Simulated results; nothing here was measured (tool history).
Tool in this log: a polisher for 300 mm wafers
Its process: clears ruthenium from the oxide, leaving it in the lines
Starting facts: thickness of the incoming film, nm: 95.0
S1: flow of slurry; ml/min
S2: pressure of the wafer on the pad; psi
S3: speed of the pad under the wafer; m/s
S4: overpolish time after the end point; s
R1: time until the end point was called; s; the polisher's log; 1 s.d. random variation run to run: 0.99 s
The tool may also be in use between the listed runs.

run 1 day=0.000 | S1=125 S2=1.6 S3=1.00 S4=8 | R1=115.94
run 2 day=0.333 | S1=125 S2=1.6 S3=1.00 S4=8 | R1=117.47
run 3 day=0.471 | S1=145 S2=1.6 S3=1.00 S4=8 | R1=116.42
run 4 day=0.767 | S1=145 S2=1.6 S3=0.82 S4=8 | R1=136.87
run 5 day=1.100 | S1=145 S2=1.6 S3=0.82 S4=7 | R1=136.59
run 6 day=1.433 | S1=135 S2=1.6 S3=0.82 S4=7 | R1=139.06
run 7 day=1.571 | S1=135 S2=1.7 S3=0.82 S4=7 | R1=130.97

What will run 8 give?
run 8 day=1.708 | S1=135 S2=1.8 S3=0.82 S4=7 | R1=?

R1: 124.72 s
